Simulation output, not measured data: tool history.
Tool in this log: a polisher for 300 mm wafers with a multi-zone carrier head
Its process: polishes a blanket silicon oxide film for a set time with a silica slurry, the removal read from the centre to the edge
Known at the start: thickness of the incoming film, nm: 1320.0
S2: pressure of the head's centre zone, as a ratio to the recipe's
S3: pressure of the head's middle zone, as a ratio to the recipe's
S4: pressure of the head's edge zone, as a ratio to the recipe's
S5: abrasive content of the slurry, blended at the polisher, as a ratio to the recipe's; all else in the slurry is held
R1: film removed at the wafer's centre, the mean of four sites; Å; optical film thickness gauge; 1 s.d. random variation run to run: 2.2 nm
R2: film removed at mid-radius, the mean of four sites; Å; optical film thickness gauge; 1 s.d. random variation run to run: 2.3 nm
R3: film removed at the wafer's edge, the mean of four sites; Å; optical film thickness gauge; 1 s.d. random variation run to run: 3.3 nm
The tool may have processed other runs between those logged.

Run 1, hour 0.0: flow of slurry (ml/min) 165, S2 1.00, S3 1.00, S4 1.00, S5 1.00, polishing time (s) 60. Result: R1 2138.4 Å, R2 2102.0 Å, R3 2194.0 Å.
Run 2, hour 6.7: flow of slurry (ml/min) 165, S2 1.00, S3 1.00, S4 1.00, S5 1.00, polishing time (s) 48. Result: R1 1712.7 Å, R2 1651.9 Å, R3 1762.4 Å.
Run 3, hour 15.7: flow of slurry (ml/min) 165, S2 1.00, S3 0.93, S4 1.00, S5 1.00, polishing time (s) 48. Result: R1 1722.6 Å, R2 1563.5 Å, R3 1752.5 Å.
Run 4, hour 20.5: flow of slurry (ml/min) 170, S2 1.01, S3 0.95, S4 1.02, S5 1.05, polishing time (s) 50. Result: R1 1849.0 Å, R2 1672.3 Å, R3 1843.1 Å.
Run 5, hour 25.1: flow of slurry (ml/min) 170, S2 1.01, S3 0.95, S4 1.02, S5 1.05, polishing time (s) 62. Result: R1 2250.6 Å, R2 2095.4 Å, R3 2347.7 Å.
Run 6, hour 30.2: flow of slurry (ml/min) 175, S2 1.02, S3 0.97, S4 1.04, S5 1.10, polishing time (s) 63. Result: R1 2391.3 Å, R2 2194.9 Å, R3 2403.8 Å.
Run 7, hour 32.6: flow of slurry (ml/min) 170, S2 1.02, S3 0.98, S4 1.05, S5 1.15, polishing time (s) 64. Result: R1 2454.7 Å, R2 2289.9 Å, R3 2520.5 Å.
At hour 34.7: worn pad replaced by a new one.
Run 8, hour 34.7: flow of slurry (ml/min) 170, S2 1.03, S3 0.99, S4 1.06, S5 1.20, polishing time (s) 65. Result: R1 2954.3 Å, R2 2722.1 Å, R3 3004.9 Å.

Expected results for the next run?
Run 9, hour 39.6: flow of slurry (ml/min) 220, S2 1.02, S3 1.03, S4 1.09, S5 1.20, polishing time (s) 65. Result: R1 ?, R2 ?, R3 ?.

For run 9 the tool returned R1 3083.4 Å, R2 2970.1 Å, R3 3071.1 Å.

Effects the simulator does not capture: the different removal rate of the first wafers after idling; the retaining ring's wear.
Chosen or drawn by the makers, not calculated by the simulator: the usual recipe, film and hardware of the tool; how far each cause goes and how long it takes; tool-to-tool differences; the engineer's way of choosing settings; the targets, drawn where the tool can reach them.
